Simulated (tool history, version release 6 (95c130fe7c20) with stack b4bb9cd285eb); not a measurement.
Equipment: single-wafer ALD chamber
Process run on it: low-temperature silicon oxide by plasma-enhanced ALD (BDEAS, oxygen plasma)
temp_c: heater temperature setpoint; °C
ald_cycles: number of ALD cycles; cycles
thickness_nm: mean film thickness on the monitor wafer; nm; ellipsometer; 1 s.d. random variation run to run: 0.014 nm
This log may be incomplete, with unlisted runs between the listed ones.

| run | hour | temp_c | ald_cycles | thickness_nm |
|---|---|---|---|---|
| 1 | 0.0 | 90 | 29 | 4.1602 |
| 2 | 4.2 | 82 | 29 | 4.2606 |
| 3 | 9.3 | 85 | 27 | 3.8999 |
| 4 | 10.3 | 91 | 27 | 3.8257 |
| 5 | 13.7 | 94 | 26 | 3.6449 |
| 6 | 20.2 | 85 | 26 | 3.7816 |
| 7 | 29.1 | 88 | 25 | 3.6151 |
| 8 | 34.4 | 91 | 25 | 3.5981 |
| 9 | 36.9 | 93 | 24 | 3.3968 |
| 10 | 43.4 | 96 | 24 | 3.3579 |
| 11 | 45.8 | 108 | 22 | 2.9779 |
|  | 53.5 | thermocouple changed; heater temperature recalibrated |
| 12 | 53.5 | 107 | 22 | 2.9316 |
| 13 | 55.7 | 107 | 22 | 2.9356 |

Run 14 has not been measured yet. What should we expect?
| 14 | 63.3 | 106 | 22 | ? |

thickness_nm: 2.9258 nm
